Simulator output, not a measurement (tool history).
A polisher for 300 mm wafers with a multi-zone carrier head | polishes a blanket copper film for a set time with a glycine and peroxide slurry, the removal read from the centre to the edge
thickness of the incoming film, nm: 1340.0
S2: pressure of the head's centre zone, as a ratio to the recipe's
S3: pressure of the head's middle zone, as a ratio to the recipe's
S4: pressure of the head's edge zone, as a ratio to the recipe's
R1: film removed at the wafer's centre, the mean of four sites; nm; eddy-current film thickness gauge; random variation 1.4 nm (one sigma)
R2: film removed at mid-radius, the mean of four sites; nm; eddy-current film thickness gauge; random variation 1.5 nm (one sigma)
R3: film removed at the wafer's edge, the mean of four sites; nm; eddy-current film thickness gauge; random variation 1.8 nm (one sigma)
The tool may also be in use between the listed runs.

run 1 hour=0 | flow_of_slurry_(ml/min)=215 S2=1 S3=1 S4=1 polishing_time_(s)=52 | R1=202.3 R2=195.86 R3=194.47
run 2 hour=4.9 | flow_of_slurry_(ml/min)=255 S2=1 S3=1 S4=1 polishing_time_(s)=52 | R1=205.75 R2=201 R3=205.78
run 3 hour=6 | flow_of_slurry_(ml/min)=245 S2=1.01 S3=0.98 S4=1 polishing_time_(s)=51 | R1=205.31 R2=191.46 R3=198.09
run 4 hour=14.1 | flow_of_slurry_(ml/min)=245 S2=1.01 S3=0.98 S4=1 polishing_time_(s)=64 | R1=251.16 R2=245.54 R3=254.58
run 5 hour=20 | flow_of_slurry_(ml/min)=245 S2=0.94 S3=0.98 S4=1 polishing_time_(s)=64 | R1=236.1 R2=246.1 R3=249.64
run 6 hour=22.4 | flow_of_slurry_(ml/min)=240 S2=0.95 S3=0.96 S4=1 polishing_time_(s)=61 | R1=225.06 R2=227.39 R3=236.69
run 7 hour=24.1 | flow_of_slurry_(ml/min)=235 S2=0.96 S3=0.94 S4=0.99 polishing_time_(s)=59 | R1=218.38 R2=218.2 R3=228.41

Run 8 comes next. What will it give?
run 8 hour=29.9 | flow_of_slurry_(ml/min)=230 S2=0.98 S3=0.93 S4=0.99 polishing_time_(s)=56 | R1=? R2=? R3=?

R1: 217.39 nm
R2: 207.09 nm
R3: 214.81 nm
